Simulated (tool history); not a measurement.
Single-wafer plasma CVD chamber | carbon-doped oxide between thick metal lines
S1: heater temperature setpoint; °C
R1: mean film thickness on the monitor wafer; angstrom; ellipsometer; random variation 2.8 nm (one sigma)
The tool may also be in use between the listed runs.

{"run": 1, "hour": 0.0, "S1": 345, "chamber pressure (mTorr)": 3620, "RF power (W)": 465, "deposition time (s)": 182, "R1": 8082.2}
{"run": 2, "hour": 4.5, "S1": 345, "chamber pressure (mTorr)": 3620, "RF power (W)": 465, "deposition time (s)": 182, "R1": 8008}
{"run": 3, "hour": 5.9, "S1": 343, "chamber pressure (mTorr)": 3790, "RF power (W)": 485, "deposition time (s)": 182, "R1": 8437.4}
{"run": 4, "hour": 8.4, "S1": 343, "chamber pressure (mTorr)": 3790, "RF power (W)": 550, "deposition time (s)": 182, "R1": 9086.6}
{"run": 5, "hour": 9.5, "S1": 341, "chamber pressure (mTorr)": 3900, "RF power (W)": 555, "deposition time (s)": 182, "R1": 9270.9}
{"run": 6, "hour": 11.4, "S1": 335, "chamber pressure (mTorr)": 3900, "RF power (W)": 555, "deposition time (s)": 182, "R1": 9412.5}
{"run": 7, "hour": 12.3, "S1": 334, "chamber pressure (mTorr)": 3960, "RF power (W)": 555, "deposition time (s)": 182, "R1": 9473.6}

The next listed run, before its measurement:
{"run": 8, "hour": 13.7, "S1": 334, "chamber pressure (mTorr)": 3960, "RF power (W)": 555, "deposition time (s)": 182, "R1": "?"}

R1: 9432.4 angstrom

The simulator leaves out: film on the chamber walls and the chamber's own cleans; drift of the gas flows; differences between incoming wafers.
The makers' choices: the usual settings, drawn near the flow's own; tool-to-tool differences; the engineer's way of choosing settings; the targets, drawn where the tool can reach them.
